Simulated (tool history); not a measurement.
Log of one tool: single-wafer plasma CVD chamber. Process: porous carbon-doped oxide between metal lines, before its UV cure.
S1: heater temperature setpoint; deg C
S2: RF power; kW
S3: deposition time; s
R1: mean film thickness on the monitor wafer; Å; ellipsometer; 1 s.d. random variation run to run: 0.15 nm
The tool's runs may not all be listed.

run 1 hour=0.0 | S1=300 S2=0.440 S3=16.2 | R1=807.95
run 2 hour=2.2 | S1=300 S2=0.440 S3=16.7 | R1=830.18
run 3 hour=5.2 | S1=300 S2=0.500 S3=16.7 | R1=885.38
run 4 hour=13.0 | S1=300 S2=0.535 S3=16.7 | R1=920.97
run 5 hour=18.5 | S1=304 S2=0.495 S3=16.6 | R1=853.70
-- hour=25.2 thermocouple changed; heater temperature recalibrated
run 6 hour=25.2 | S1=307 S2=0.470 S3=16.5 | R1=782.81

What does the tool deliver on the next run?
run 7 hour=30.3 | S1=310 S2=0.465 S3=16.5 | R1=?

R1: 770.11 Å
